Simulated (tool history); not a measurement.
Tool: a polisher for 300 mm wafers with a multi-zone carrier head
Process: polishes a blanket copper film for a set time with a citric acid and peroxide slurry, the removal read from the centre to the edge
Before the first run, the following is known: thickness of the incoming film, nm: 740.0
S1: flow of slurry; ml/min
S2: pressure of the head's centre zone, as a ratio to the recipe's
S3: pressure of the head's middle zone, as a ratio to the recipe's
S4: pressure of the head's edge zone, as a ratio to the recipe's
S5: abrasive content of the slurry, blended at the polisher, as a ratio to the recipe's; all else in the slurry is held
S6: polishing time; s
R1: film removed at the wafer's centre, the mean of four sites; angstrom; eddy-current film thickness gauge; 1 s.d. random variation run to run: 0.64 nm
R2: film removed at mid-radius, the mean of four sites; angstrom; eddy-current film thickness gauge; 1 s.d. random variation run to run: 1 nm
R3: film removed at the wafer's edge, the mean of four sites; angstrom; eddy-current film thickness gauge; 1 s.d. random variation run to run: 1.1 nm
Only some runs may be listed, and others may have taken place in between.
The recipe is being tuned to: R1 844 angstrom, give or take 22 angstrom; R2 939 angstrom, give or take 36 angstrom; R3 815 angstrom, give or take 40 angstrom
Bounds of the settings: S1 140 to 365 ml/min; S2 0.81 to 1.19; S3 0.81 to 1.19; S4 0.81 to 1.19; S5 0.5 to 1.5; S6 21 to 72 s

| run | hour | S1 | S2 | S3 | S4 | S5 | S6 | R1 | R2 | R3 |
|---|---|---|---|---|---|---|---|---|---|---|
| 1 | 0 | 235 | 1 | 1 | 1 | 1 | 46 | 1378.4 | 1399.1 | 1419.6 |
| 2 | 3.1 | 235 | 1 | 1.01 | 0.97 | 0.9 | 43 | 1265.7 | 1291.3 | 1269.6 |
| 3 | 8.9 | 235 | 0.99 | 1.01 | 0.95 | 0.85 | 41 | 1195.3 | 1253.4 | 1187.1 |
| 4 | 14.9 | 235 | 0.99 | 1.01 | 0.91 | 0.85 | 41 | 1178.8 | 1236.1 | 1164.9 |
| 5 | 21.7 | 235 | 0.98 | 1.01 | 0.9 | 0.8 | 39 | 1100.4 | 1168.7 | 1082.2 |
| 6 | 23.6 | 235 | 0.97 | 1.01 | 0.89 | 0.75 | 38 | 1047.3 | 1103.5 | 1043.5 |
| 7 | 28.4 | 235 | 0.97 | 1.02 | 0.88 | 0.7 | 37 | 1016.3 | 1067.1 | 978.52 |
| 8 | 35.8 | 210 | 0.88 | 1.02 | 0.81 | 0.5 | 34 | 786.25 | 906.67 | 805.83 |
| 9 | 42.5 | 220 | 0.89 | 1.02 | 0.81 | 0.5 | 34 | 793.68 | 923.38 | 824.58 |
| 10 | 45.2 | 220 | 0.9 | 1.02 | 0.81 | 0.5 | 34 | 802.87 | 916.35 | 800.2 |
| 11 | 47.3 | 255 | 0.93 | 1.03 | 0.84 | 0.55 | 34 | 861.81 | 980.98 | 874.4 |
| 12 | 54.3 | 250 | 0.93 | 1.03 | 0.84 | 0.55 | 34 | 862.75 | 970.14 | 836.86 |
| 13 | 61.4 | 240 | 0.93 | 1.02 | 0.83 | 0.55 | 34 | 846.46 | 934.22 | 853.75 |

Of the 4 settings listed for the next run, only one would bring every result within its allowed miss of target. Which one?
| A | 68.5 | 300 | 0.83 | 0.83 | 0.93 | 0.6 | 36 | ? | ? | ? |
| B | 68.5 | 355 | 0.95 | 1.05 | 0.84 | 0.55 | 32 | ? | ? | ? |
| C | 68.5 | 235 | 0.88 | 0.91 | 0.94 | 0.55 | 36 | ? | ? | ? |
| D | 68.5 | 270 | 0.84 | 0.87 | 0.86 | 0.55 | 38 | ? | ? | ? |

| move | R1 | R2 | R3 |
|---|---|---|---|
| A | 838.89 | 880.19 | 997.29 |
| B | 854.9 | 949.15 | 841.19 |
| C | 852.11 | 910.9 | 966.22 |
| D | 871.87 | 940.21 | 992.76 |
A: lands further from the targets than the last run did
B: all results land within tolerance of their targets
C: lands further from the targets than the last run did
D: lands further from the targets than the last run did
The right move is B.

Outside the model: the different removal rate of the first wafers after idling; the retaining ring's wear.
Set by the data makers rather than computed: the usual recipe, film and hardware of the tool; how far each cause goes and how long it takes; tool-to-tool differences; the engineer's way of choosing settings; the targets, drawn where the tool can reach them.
